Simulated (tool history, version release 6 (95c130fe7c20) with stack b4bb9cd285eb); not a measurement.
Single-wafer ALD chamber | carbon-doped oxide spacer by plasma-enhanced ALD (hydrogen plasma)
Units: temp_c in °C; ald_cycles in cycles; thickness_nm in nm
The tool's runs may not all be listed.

run	hour	temp_c	ald_cycles	thickness_nm
1	0.0	405	652	31.113
2	8.4	405	618	29.547
3	11.9	405	546	25.888
4	13.2	396	546	26.421
5	15.8	395	576	27.882
6	16.9	394	600	28.951
7	20.3	393	621	29.880
8	25.1	393	640	30.912
9	32.3	393	655	31.330
10	41.2	393	669	32.227
11	44.1	393	679	32.735

Run 12 comes next. What will it give?
12	47.3	384	720	?

Run 12 gave thickness_nm 34.660 nm.

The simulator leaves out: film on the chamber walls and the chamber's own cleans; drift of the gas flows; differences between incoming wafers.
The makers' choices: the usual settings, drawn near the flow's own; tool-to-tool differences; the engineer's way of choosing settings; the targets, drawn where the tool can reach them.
